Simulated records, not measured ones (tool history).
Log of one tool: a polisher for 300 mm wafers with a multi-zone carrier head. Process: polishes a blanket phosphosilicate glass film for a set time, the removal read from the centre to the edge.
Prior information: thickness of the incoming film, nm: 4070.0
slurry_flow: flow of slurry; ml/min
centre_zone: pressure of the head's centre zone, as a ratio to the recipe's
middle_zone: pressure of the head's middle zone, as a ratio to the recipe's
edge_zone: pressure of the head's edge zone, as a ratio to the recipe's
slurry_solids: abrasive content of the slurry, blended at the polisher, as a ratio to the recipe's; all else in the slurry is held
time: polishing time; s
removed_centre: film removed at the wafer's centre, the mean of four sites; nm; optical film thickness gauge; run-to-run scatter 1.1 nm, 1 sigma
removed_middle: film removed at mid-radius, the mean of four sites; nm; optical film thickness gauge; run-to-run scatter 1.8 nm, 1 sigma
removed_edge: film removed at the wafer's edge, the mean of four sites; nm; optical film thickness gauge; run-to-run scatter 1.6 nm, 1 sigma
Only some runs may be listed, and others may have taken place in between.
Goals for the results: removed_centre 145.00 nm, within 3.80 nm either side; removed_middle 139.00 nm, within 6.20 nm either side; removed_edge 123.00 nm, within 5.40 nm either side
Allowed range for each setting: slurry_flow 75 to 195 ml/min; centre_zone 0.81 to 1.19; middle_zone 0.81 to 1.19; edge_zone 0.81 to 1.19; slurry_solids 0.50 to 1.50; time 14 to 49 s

Run 1, hour 0.0: slurry_flow 125 ml/min, centre_zone 1.00, middle_zone 1.00, edge_zone 1.00, slurry_solids 1.00, time 31 s. Result: removed_centre 185.74 nm, removed_middle 193.78 nm, removed_edge 195.78 nm.
Run 2, hour 1.6: slurry_flow 125 ml/min, centre_zone 1.02, middle_zone 1.01, edge_zone 0.97, slurry_solids 0.90, time 30 s. Result: removed_centre 176.11 nm, removed_middle 183.48 nm, removed_edge 172.90 nm.
Run 3, hour 4.3: slurry_flow 120 ml/min, centre_zone 1.02, middle_zone 0.99, edge_zone 0.95, slurry_solids 0.80, time 30 s. Result: removed_centre 165.72 nm, removed_middle 169.66 nm, removed_edge 163.25 nm.
Run 4, hour 8.5: slurry_flow 115 ml/min, centre_zone 1.03, middle_zone 0.99, edge_zone 0.93, slurry_solids 0.75, time 30 s. Result: removed_centre 162.53 nm, removed_middle 165.73 nm, removed_edge 159.26 nm.
Run 5, hour 13.1: slurry_flow 115 ml/min, centre_zone 1.03, middle_zone 0.99, edge_zone 0.93, slurry_solids 0.75, time 23 s. Result: removed_centre 124.44 nm, removed_middle 125.70 nm, removed_edge 118.98 nm.
At hour 14.7: worn pad replaced by a new one.
Run 6, hour 14.7: slurry_flow 125 ml/min, centre_zone 1.04, middle_zone 0.99, edge_zone 0.93, slurry_solids 0.75, time 23 s. Result: removed_centre 143.46 nm, removed_middle 142.90 nm, removed_edge 138.08 nm.
Run 7, hour 17.4: slurry_flow 125 ml/min, centre_zone 1.05, middle_zone 0.99, edge_zone 0.91, slurry_solids 0.70, time 23 s. Result: removed_centre 142.67 nm, removed_middle 139.46 nm, removed_edge 134.01 nm.
Run 8, hour 25.7: slurry_flow 125 ml/min, centre_zone 1.06, middle_zone 1.00, edge_zone 0.89, slurry_solids 0.65, time 23 s. Result: removed_centre 140.01 nm, removed_middle 138.79 nm, removed_edge 128.15 nm.
Run 9, hour 29.0: slurry_flow 125 ml/min, centre_zone 1.07, middle_zone 1.00, edge_zone 0.88, slurry_solids 0.65, time 23 s. Result: removed_centre 140.41 nm, removed_middle 136.77 nm, removed_edge 128.10 nm.

Of the 4 settings listed for the next run, only one would bring every result within its allowed miss of target. Which one?
Run A, hour 32.3: slurry_flow 110 ml/min, centre_zone 1.04, middle_zone 0.99, edge_zone 0.84, slurry_solids 0.55, time 24 s. Result: removed_centre ?, removed_middle ?, removed_edge ?.
Run B, hour 32.3: slurry_flow 120 ml/min, centre_zone 1.17, middle_zone 1.09, edge_zone 0.95, slurry_solids 0.50, time 24 s. Result: removed_centre ?, removed_middle ?, removed_edge ?.
Run C, hour 32.3: slurry_flow 90 ml/min, centre_zone 1.04, middle_zone 1.12, edge_zone 0.89, slurry_solids 0.75, time 23 s. Result: removed_centre ?, removed_middle ?, removed_edge ?.
Run D, hour 32.3: slurry_flow 140 ml/min, centre_zone 0.98, middle_zone 1.03, edge_zone 0.81, slurry_solids 0.70, time 23 s. Result: removed_centre ?, removed_middle ?, removed_edge ?.

move  removed_centre  removed_middle  removed_edge
   A          130.15          131.91        118.41
   B          144.66          140.67        121.85
   C          132.19          149.96        126.38
   D          138.08          152.51        128.11
A: the biggest miss grows against the last run
B: every result within its allowed miss
C: the biggest miss grows against the last run
D: the biggest miss grows against the last run
The move that meets every target is B.
